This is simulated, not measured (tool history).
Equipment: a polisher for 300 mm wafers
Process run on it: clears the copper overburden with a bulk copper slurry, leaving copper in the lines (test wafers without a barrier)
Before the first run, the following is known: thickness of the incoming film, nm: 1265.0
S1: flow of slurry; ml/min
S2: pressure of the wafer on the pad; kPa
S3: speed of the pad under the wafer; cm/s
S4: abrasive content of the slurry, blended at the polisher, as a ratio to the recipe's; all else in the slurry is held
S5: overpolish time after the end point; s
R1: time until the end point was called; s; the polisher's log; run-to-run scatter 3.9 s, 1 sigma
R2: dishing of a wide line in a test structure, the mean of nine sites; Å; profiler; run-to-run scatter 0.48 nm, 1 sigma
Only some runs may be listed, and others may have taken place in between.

run  hour   S1    S2   S3  S4  S5      R1      R2
  1     0  170  20.7  110   1  11  136.71  602.17
  2   7.7  170  20.7  110   1  13  140.81  670.94
  3  11.4  165  17.2   98   1  14  189.49  567.33
  4  14.3  165    20   98   1  14  163.03  631.77
  5  15.9  165    20   98   1  19  161.15  755.27
  6  24.3  160  16.5   90   1  19  215.28  635.74
  7  25.8  155  14.5   86   1  19  249.52  569.58
  8  33.2  150  13.1   84   1  19  280.43  502.56
  9  42.1  140  11.7   84   1  20  323.41  482.93
 10  50.2  130  11.7   84   1  20  329.96  475.53

For run 11, what comes out?
 11  55.5  125  11.7  84   1  20   ?   ?

For run 11 the tool returned R1 329.78 s, R2 475.54 Å.
